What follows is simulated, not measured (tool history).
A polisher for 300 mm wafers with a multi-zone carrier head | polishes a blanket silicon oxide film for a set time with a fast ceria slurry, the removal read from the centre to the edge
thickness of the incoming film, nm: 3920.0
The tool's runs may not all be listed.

| run | hour | flow of slurry (ml/min) | pressure of the head's centre zone | pressure of the head's middle zone | pressure of the head's edge zone | polishing time (s) | film removed at the wafer's centre (Å) | film removed at mid-radius (Å) | film removed at the wafer's edge (Å) |
|---|---|---|---|---|---|---|---|---|---|
| 1 | 0.0 | 135 | 1.00 | 1.00 | 1.00 | 70 | 8733.6 | 8355.8 | 8406.1 |
| 2 | 5.9 | 130 | 1.00 | 0.99 | 0.97 | 70 | 8637.2 | 8286.8 | 8387.3 |
| 3 | 7.4 | 130 | 1.00 | 1.07 | 0.97 | 70 | 8686.4 | 8777.8 | 8264.9 |
| 4 | 12.5 | 130 | 1.08 | 1.07 | 0.97 | 70 | 9293.1 | 8754.3 | 8376.7 |
| 5 | 20.3 | 130 | 1.16 | 1.07 | 0.97 | 70 | 10023.0 | 8719.1 | 8347.0 |
| 6 | 21.3 | 115 | 1.16 | 1.07 | 0.97 | 70 | 9669.4 | 8452.9 | 8243.2 |
| 7 | 28.3 | 110 | 1.15 | 1.05 | 0.95 | 69 | 9458.5 | 8233.2 | 7739.6 |

Forecast run 8:
| 8 | 36.5 | 105 | 1.13 | 1.03 | 0.95 | 69 | ? | ? | ? |

Run 8 gave film removed at the wafer's centre (Å) 9125.9, film removed at mid-radius (Å) 8001.8, film removed at the wafer's edge (Å) 7628.1.
